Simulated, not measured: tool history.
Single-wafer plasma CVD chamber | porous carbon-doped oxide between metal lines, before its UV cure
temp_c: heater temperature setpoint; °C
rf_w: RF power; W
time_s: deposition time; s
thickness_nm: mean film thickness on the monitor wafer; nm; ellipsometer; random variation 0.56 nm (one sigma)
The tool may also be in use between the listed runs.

{"run": 1, "hour": 0.0, "temp_c": 295, "rf_w": 435, "time_s": 35.7, "thickness_nm": 169.9}
{"run": 2, "hour": 5.4, "temp_c": 286, "rf_w": 435, "time_s": 35.7, "thickness_nm": 182.02}
{"run": 3, "hour": 13.7, "temp_c": 284, "rf_w": 445, "time_s": 35.8, "thickness_nm": 188.47}
{"run": 4, "hour": 15.5, "temp_c": 282, "rf_w": 455, "time_s": 35.9, "thickness_nm": 195.65}
{"run": 5, "hour": 16.1, "temp_c": 280, "rf_w": 460, "time_s": 36, "thickness_nm": 200.49}
{"run": 6, "hour": 19.1, "temp_c": 279, "rf_w": 465, "time_s": 36, "thickness_nm": 203.09}
{"run": 7, "hour": 25.3, "temp_c": 278, "rf_w": 470, "time_s": 36, "thickness_nm": 206.08}
{"run": 8, "hour": 31.3, "temp_c": 278, "rf_w": 470, "time_s": 36, "thickness_nm": 207.28}
{"run": 9, "hour": 38.5, "temp_c": 277, "rf_w": 475, "time_s": 36, "thickness_nm": 209.92}
{"run": 10, "hour": 46.0, "temp_c": 276, "rf_w": 480, "time_s": 36, "thickness_nm": 212.8}
{"run": 11, "hour": 48.6, "temp_c": 275, "rf_w": 480, "time_s": 36, "thickness_nm": 214.87}

Run 12 comes next. What will it give?
{"run": 12, "hour": 51.2, "temp_c": 274, "rf_w": 480, "time_s": 36, "thickness_nm": "?"}

Run 12 gave thickness_nm 215.94 nm.
